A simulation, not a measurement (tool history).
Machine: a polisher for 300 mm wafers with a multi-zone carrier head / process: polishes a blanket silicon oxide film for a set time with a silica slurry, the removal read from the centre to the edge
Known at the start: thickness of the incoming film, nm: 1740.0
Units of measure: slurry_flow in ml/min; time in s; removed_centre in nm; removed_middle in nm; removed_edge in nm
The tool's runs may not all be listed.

| run | hour | slurry_flow | centre_zone | middle_zone | edge_zone | slurry_solids | time | removed_centre | removed_middle | removed_edge |
|---|---|---|---|---|---|---|---|---|---|---|
| 1 | 0.0 | 175 | 1.00 | 1.00 | 1.00 | 1.00 | 58 | 156.58 | 156.09 | 166.73 |
| 2 | 4.7 | 175 | 1.00 | 1.00 | 1.00 | 0.85 | 58 | 150.45 | 153.36 | 157.90 |
| 3 | 8.2 | 210 | 1.00 | 1.00 | 1.00 | 0.85 | 58 | 156.60 | 157.52 | 165.97 |
| 4 | 10.1 | 230 | 1.00 | 1.00 | 1.00 | 0.85 | 58 | 160.72 | 161.24 | 168.98 |
| 5 | 16.0 | 230 | 1.00 | 1.00 | 1.00 | 0.75 | 58 | 156.72 | 150.12 | 161.93 |
| 6 | 23.5 | 210 | 0.97 | 1.03 | 0.96 | 0.70 | 58 | 145.57 | 153.88 | 149.20 |
| 7 | 30.8 | 210 | 0.97 | 1.03 | 0.96 | 0.70 | 58 | 150.00 | 154.61 | 151.67 |
| 8 | 31.6 | 195 | 0.93 | 1.02 | 0.94 | 0.65 | 57 | 134.60 | 143.21 | 139.96 |

Estimate the outcome of run 9 from the log above:
| 9 | 34.4 | 180 | 0.91 | 1.02 | 0.92 | 0.60 | 57 | ? | ? | ? |

Logged for run 9: removed_centre 123.45 nm, removed_middle 136.30 nm, removed_edge 137.65 nm.
